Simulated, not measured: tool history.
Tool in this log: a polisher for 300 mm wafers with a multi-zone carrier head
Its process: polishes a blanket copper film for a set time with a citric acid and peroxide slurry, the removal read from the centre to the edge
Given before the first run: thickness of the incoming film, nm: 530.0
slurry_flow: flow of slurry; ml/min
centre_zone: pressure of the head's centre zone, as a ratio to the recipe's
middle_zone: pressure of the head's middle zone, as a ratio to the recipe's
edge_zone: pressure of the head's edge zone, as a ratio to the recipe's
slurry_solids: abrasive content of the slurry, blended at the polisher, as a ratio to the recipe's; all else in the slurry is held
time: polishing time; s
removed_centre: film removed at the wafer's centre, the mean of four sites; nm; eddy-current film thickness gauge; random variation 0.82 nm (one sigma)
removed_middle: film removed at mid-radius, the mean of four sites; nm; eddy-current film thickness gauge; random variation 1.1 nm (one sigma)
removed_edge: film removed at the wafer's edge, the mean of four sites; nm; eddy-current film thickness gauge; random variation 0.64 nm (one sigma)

Run 1, hour 0.0: slurry_flow 315 ml/min, centre_zone 1.00, middle_zone 1.00, edge_zone 1.00, slurry_solids 1.00, time 55 s. Result: removed_centre 146.33 nm, removed_middle 142.22 nm, removed_edge 143.57 nm.
Run 2, hour 4.8: slurry_flow 310 ml/min, centre_zone 0.99, middle_zone 0.99, edge_zone 0.98, slurry_solids 0.95, time 54 s. Result: removed_centre 140.45 nm, removed_middle 136.95 nm, removed_edge 138.82 nm.
Run 3, hour 10.5: slurry_flow 310 ml/min, centre_zone 0.99, middle_zone 0.99, edge_zone 0.98, slurry_solids 0.95, time 67 s. Result: removed_centre 173.22 nm, removed_middle 170.51 nm, removed_edge 171.05 nm.
Run 4, hour 17.5: slurry_flow 350 ml/min, centre_zone 0.99, middle_zone 0.99, edge_zone 0.98, slurry_solids 0.95, time 67 s. Result: removed_centre 174.07 nm, removed_middle 173.80 nm, removed_edge 172.34 nm.
Run 5, hour 25.7: slurry_flow 350 ml/min, centre_zone 0.98, middle_zone 0.98, edge_zone 0.97, slurry_solids 0.90, time 64 s. Result: removed_centre 166.31 nm, removed_middle 163.09 nm, removed_edge 162.33 nm.
Run 6, hour 27.1: slurry_flow 350 ml/min, centre_zone 0.98, middle_zone 0.98, edge_zone 0.97, slurry_solids 0.90, time 71 s. Result: removed_centre 181.91 nm, removed_middle 180.65 nm, removed_edge 179.54 nm.
Run 7, hour 33.8: slurry_flow 345 ml/min, centre_zone 0.96, middle_zone 0.97, edge_zone 0.96, slurry_solids 0.85, time 68 s. Result: removed_centre 165.39 nm, removed_middle 169.05 nm, removed_edge 169.79 nm.
Run 8, hour 38.4: slurry_flow 345 ml/min, centre_zone 0.96, middle_zone 0.97, edge_zone 0.95, slurry_solids 0.80, time 65 s. Result: removed_centre 156.43 nm, removed_middle 157.81 nm, removed_edge 159.87 nm.
Run 9, hour 45.9: slurry_flow 350 ml/min, centre_zone 0.96, middle_zone 0.97, edge_zone 0.94, slurry_solids 0.75, time 62 s. Result: removed_centre 147.77 nm, removed_middle 147.83 nm, removed_edge 146.10 nm.
Run 10, hour 46.9: slurry_flow 350 ml/min, centre_zone 0.95, middle_zone 0.96, edge_zone 0.93, slurry_solids 0.70, time 60 s. Result: removed_centre 138.85 nm, removed_middle 138.99 nm, removed_edge 139.16 nm.
Run 11, hour 55.4: slurry_flow 350 ml/min, centre_zone 0.94, middle_zone 0.96, edge_zone 0.92, slurry_solids 0.70, time 58 s. Result: removed_centre 133.27 nm, removed_middle 133.05 nm, removed_edge 133.61 nm.
Run 12, hour 57.9: slurry_flow 350 ml/min, centre_zone 0.93, middle_zone 0.96, edge_zone 0.91, slurry_solids 0.70, time 57 s. Result: removed_centre 127.22 nm, removed_middle 132.76 nm, removed_edge 130.03 nm.

Run 13 comes next. What will it give?
Run 13, hour 62.6: slurry_flow 350 ml/min, centre_zone 0.93, middle_zone 0.96, edge_zone 0.91, slurry_solids 0.70, time 57 s. Result: removed_centre ?, removed_middle ?, removed_edge ?.

{"run 13": {"removed_centre": 128.93, "removed_middle": 132.39, "removed_edge": 130.9}}

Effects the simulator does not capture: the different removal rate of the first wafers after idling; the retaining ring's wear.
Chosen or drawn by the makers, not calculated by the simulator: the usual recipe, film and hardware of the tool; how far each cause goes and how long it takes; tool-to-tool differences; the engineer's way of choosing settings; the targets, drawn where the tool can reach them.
